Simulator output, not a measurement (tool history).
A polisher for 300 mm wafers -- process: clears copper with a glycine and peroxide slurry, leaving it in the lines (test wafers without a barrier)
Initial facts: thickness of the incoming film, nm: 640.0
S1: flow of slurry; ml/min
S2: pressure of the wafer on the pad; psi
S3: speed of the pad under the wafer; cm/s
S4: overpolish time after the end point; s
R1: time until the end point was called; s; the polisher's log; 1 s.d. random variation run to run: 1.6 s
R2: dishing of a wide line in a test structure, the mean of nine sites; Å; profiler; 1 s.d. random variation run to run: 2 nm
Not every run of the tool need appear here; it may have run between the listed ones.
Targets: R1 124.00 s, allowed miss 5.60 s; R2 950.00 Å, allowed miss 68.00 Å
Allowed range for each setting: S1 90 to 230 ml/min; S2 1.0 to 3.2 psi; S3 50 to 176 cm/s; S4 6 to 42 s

| run | hour | S1 | S2 | S3 | S4 | R1 | R2 |
|---|---|---|---|---|---|---|---|
| 1 | 0.0 | 150 | 2.1 | 112 | 21 | 131.59 | 611.16 |
| 2 | 1.3 | 150 | 2.1 | 134 | 21 | 115.76 | 653.49 |
| 3 | 10.0 | 150 | 2.1 | 132 | 24 | 122.73 | 753.25 |
| 4 | 14.9 | 150 | 2.1 | 116 | 24 | 127.80 | 691.76 |
| 5 | 22.5 | 150 | 2.1 | 116 | 26 | 129.69 | 698.71 |
| 6 | 25.3 | 150 | 2.1 | 116 | 28 | 128.48 | 786.94 |
| 7 | 33.8 | 150 | 2.1 | 116 | 29 | 130.11 | 768.95 |
| 8 | 34.8 | 150 | 2.1 | 116 | 30 | 129.82 | 813.76 |
| 9 | 42.6 | 150 | 2.1 | 116 | 31 | 130.40 | 845.09 |
| 10 | 45.6 | 150 | 2.1 | 116 | 32 | 128.78 | 840.71 |
| 11 | 47.8 | 150 | 2.1 | 116 | 33 | 131.80 | 841.93 |

Exercise: of the 4 proposed moves below, exactly one satisfies all targets within the stated allowed misses. Which move is it?
| A | 50.0 | 115 | 2.5 | 114 | 26 | ? | ? |
| B | 50.0 | 145 | 2.4 | 110 | 36 | ? | ? |
| C | 50.0 | 160 | 1.9 | 108 | 37 | ? | ? |
| D | 50.0 | 130 | 1.5 | 126 | 41 | ? | ? |

| move | R1 | R2 |
|---|---|---|
| A | 126.19 | 786.91 |
| B | 125.43 | 990.46 |
| C | 141.37 | 922.81 |
| D | 150.50 | 929.33 |
A: further off than the last run
B: in spec on every target
C: corrects the largest miss of the last run, while another result sits out of spec
D: corrects the largest miss of the last run, while another result sits out of spec
The move that meets every target is B.
